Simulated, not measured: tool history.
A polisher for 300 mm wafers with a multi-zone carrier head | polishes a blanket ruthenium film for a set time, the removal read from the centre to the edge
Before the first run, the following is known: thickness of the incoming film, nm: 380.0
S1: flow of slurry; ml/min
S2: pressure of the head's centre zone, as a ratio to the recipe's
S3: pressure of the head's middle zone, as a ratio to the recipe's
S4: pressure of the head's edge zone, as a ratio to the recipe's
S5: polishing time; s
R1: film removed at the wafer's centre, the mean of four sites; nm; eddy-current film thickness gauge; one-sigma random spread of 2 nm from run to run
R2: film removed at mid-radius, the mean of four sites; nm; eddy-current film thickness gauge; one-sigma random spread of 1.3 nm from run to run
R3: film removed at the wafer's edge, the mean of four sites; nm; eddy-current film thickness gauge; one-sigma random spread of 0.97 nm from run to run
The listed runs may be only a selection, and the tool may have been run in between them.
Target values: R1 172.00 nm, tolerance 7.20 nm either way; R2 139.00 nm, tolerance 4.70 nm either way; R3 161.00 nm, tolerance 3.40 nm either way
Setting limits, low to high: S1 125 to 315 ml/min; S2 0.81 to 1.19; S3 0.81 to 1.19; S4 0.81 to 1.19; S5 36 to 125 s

run	hour	S1	S2	S3	S4	S5	R1	R2	R3
1	0.0	205	1.00	1.00	1.00	80	129.84	130.32	130.69
2	4.1	210	1.01	0.99	1.02	81	136.14	130.45	133.44
3	4.9	215	1.01	0.99	1.04	82	134.76	133.67	138.03
4	13.2	255	1.01	0.99	1.04	82	139.24	133.41	140.49
5	14.0	260	1.02	0.99	1.05	82	138.42	135.80	138.91
6	18.5	260	1.02	0.99	1.05	92	156.68	150.85	156.51
7	26.4	260	1.03	0.98	1.05	92	160.16	148.72	154.89
8	31.4	270	1.08	0.89	1.14	93	167.07	141.20	166.57

4 next moves are on the table. One of them brings every result within its allowed miss. Which?
A	36.4	245	1.17	1.01	1.04	93	?	?	?
B	36.4	270	1.15	0.91	1.14	90	?	?	?
C	36.4	205	0.98	0.85	1.11	101	?	?	?
D	36.4	275	1.12	0.86	1.12	100	?	?	?

move	R1	R2	R3
A	176.67	156.40	157.53
B	170.44	140.08	160.30
C	163.46	144.23	173.83
D	185.81	148.82	177.03
A: carries the result that was furthest off beyond its target, to the other side
B: in spec on every target
C: misses by more than the last run did
D: misses by more than the last run did
B is the move that brings every result within its allowed miss.

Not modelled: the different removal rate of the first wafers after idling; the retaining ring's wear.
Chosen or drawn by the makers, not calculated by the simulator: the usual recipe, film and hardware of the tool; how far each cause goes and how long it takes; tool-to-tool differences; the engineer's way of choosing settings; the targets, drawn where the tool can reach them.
